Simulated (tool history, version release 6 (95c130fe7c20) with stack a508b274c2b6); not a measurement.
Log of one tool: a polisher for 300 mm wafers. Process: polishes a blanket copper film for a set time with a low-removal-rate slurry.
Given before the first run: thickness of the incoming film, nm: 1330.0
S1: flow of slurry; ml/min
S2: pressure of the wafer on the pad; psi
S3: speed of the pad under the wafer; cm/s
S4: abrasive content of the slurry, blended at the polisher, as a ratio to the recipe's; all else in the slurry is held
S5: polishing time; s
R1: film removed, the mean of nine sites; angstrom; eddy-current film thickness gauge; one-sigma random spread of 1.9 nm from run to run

Run 1, hour 0.0: S1 255 ml/min, S2 3.4 psi, S3 90 cm/s, S4 1.0, S5 51 s. Result: R1 1433.8 angstrom.
Run 2, hour 4.0: S1 255 ml/min, S2 3.4 psi, S3 90 cm/s, S4 0.9, S5 51 s. Result: R1 1386.3 angstrom.
Run 3, hour 10.4: S1 255 ml/min, S2 3.4 psi, S3 90 cm/s, S4 0.9, S5 51 s. Result: R1 1380.4 angstrom.
Run 4, hour 13.8: S1 255 ml/min, S2 3.7 psi, S3 90 cm/s, S4 0.9, S5 51 s. Result: R1 1510.2 angstrom.
Run 5, hour 22.2: S1 255 ml/min, S2 3.9 psi, S3 90 cm/s, S4 0.9, S5 51 s. Result: R1 1527.3 angstrom.
Run 6, hour 30.2: S1 285 ml/min, S2 3.9 psi, S3 90 cm/s, S4 0.9, S5 51 s. Result: R1 1572.7 angstrom.
Run 7, hour 34.4: S1 285 ml/min, S2 4.1 psi, S3 90 cm/s, S4 0.9, S5 51 s. Result: R1 1610.8 angstrom.
Run 8, hour 36.5: S1 285 ml/min, S2 4.3 psi, S3 90 cm/s, S4 0.9, S5 51 s. Result: R1 1684.5 angstrom.
Run 9, hour 44.6: S1 285 ml/min, S2 4.5 psi, S3 90 cm/s, S4 0.9, S5 51 s. Result: R1 1738.5 angstrom.

The next listed run, before its measurement:
Run 10, hour 52.2: S1 285 ml/min, S2 4.7 psi, S3 90 cm/s, S4 0.9, S5 51 s. Result: R1 ?.

R1: 1788.9 angstrom
